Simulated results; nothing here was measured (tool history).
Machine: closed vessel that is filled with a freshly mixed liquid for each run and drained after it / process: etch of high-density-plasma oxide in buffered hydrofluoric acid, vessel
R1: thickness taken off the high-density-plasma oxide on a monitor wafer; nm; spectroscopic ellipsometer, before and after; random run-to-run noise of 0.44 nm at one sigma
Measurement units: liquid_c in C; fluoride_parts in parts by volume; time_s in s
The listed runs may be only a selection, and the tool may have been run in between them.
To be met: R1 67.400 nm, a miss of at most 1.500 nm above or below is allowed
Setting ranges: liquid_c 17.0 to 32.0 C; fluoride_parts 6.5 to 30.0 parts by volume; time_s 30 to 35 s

run 1 hour=0.0 | liquid_c=24.0 fluoride_parts=18.5 time_s=35 | R1=26.502
run 2 hour=7.4 | liquid_c=26.0 fluoride_parts=16.5 time_s=35 | R1=33.270
run 3 hour=16.0 | liquid_c=27.5 fluoride_parts=15.0 time_s=35 | R1=39.501
run 4 hour=16.5 | liquid_c=27.5 fluoride_parts=15.0 time_s=35 | R1=39.912
run 5 hour=21.4 | liquid_c=28.5 fluoride_parts=14.0 time_s=35 | R1=44.782
run 6 hour=29.3 | liquid_c=30.0 fluoride_parts=14.0 time_s=35 | R1=48.629
run 7 hour=36.7 | liquid_c=30.5 fluoride_parts=13.0 time_s=35 | R1=52.953
run 8 hour=38.3 | liquid_c=32.0 fluoride_parts=9.5 time_s=35 | R1=76.088
run 9 hour=44.0 | liquid_c=32.0 fluoride_parts=9.5 time_s=35 | R1=76.487

Which one of the following 4 next-run settings gets every result inside its allowed miss? There is exactly one.
run A hour=49.7 | liquid_c=31.0 fluoride_parts=10.5 time_s=35 | R1=?
run B hour=49.7 | liquid_c=31.5 fluoride_parts=11.5 time_s=35 | R1=?
run C hour=49.7 | liquid_c=32.0 fluoride_parts=8.5 time_s=35 | R1=?
run D hour=49.7 | liquid_c=32.0 fluoride_parts=8.0 time_s=35 | R1=?

move=A R1=66.993
move=B R1=62.935
move=C R1=84.092
move=D R1=89.792
A: meets every target
B: pushes the last run's worst result past its target
C: misses by more than the last run did
D: misses by more than the last run did
A is the move that brings every result within its allowed miss.
